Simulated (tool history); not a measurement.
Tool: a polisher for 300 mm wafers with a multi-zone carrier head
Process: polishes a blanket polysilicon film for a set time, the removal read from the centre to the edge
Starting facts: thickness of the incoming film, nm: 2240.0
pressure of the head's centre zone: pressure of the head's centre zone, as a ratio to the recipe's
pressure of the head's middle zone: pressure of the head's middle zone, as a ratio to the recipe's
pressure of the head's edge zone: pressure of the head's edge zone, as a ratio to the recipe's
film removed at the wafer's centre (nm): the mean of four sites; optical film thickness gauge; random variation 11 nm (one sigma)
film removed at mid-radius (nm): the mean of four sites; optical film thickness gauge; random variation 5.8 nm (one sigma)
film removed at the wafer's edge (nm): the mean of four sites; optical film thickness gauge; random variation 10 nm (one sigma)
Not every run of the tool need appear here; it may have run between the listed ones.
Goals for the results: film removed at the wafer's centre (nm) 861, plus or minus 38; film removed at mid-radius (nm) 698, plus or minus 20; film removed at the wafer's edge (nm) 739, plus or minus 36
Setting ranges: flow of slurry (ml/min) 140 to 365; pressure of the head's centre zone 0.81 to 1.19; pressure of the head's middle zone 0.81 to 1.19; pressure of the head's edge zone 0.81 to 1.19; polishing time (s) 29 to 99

| run | day | flow of slurry (ml/min) | pressure of the head's centre zone | pressure of the head's middle zone | pressure of the head's edge zone | polishing time (s) | film removed at the wafer's centre (nm) | film removed at mid-radius (nm) | film removed at the wafer's edge (nm) |
|---|---|---|---|---|---|---|---|---|---|
| 1 | 0 | 235 | 1 | 1 | 1 | 64 | 513.56 | 497.07 | 517.6 |
| 2 | 0.342 | 195 | 1 | 1 | 1 | 64 | 503.2 | 487.18 | 524.83 |
| 3 | 0.508 | 200 | 1.06 | 1.01 | 1.01 | 71 | 597.39 | 557.17 | 561.64 |
| 4 | 0.704 | 200 | 1.02 | 1.01 | 1.01 | 71 | 561.03 | 552.89 | 564.49 |
| 5 | 0.925 | 195 | 1.07 | 0.98 | 1.03 | 78 | 660.02 | 585.18 | 636.19 |
| 6 | 1.212 | 195 | 1.07 | 0.98 | 0.99 | 78 | 636.67 | 584.32 | 638.33 |
| 7 | 1.254 | 205 | 1.1 | 0.98 | 1.02 | 81 | 684.7 | 611.44 | 667.71 |
| 8 | 1.504 | 190 | 1.13 | 0.99 | 1.08 | 83 | 730.11 | 636 | 696.22 |
| 9 | 1.746 | 220 | 1.15 | 0.99 | 1.05 | 85 | 761.83 | 660.04 | 715 |
| 10 | 2.025 | 210 | 1.16 | 0.99 | 1.04 | 87 | 791.25 | 677.34 | 718 |
| 11 | 2.117 | 205 | 1.17 | 0.98 | 1.02 | 89 | 817.28 | 674.43 | 738.89 |

Pick the move, out of 4, that brings all results within their allowed miss; only one does.
| A | 2.208 | 190 | 1.09 | 0.94 | 1.03 | 90 | ? | ? | ? |
| B | 2.208 | 205 | 1.16 | 1 | 1.04 | 87 | ? | ? | ? |
| C | 2.208 | 200 | 1.19 | 0.89 | 1.01 | 89 | ? | ? | ? |
| D | 2.208 | 255 | 1.19 | 0.99 | 1.02 | 89 | ? | ? | ? |

| move | film removed at the wafer's centre (nm) | film removed at mid-radius (nm) | film removed at the wafer's edge (nm) |
|---|---|---|---|
| A | 771.47 | 656.71 | 740.26 |
| B | 801.74 | 671.91 | 722.88 |
| C | 838.4 | 625.54 | 728.57 |
| D | 862.4 | 696.98 | 744.75 |
A: misses by more than the last run did
B: misses by more than the last run did
C: misses by more than the last run did
D: every result lands within tolerance
D is the move that brings every result within its allowed miss.
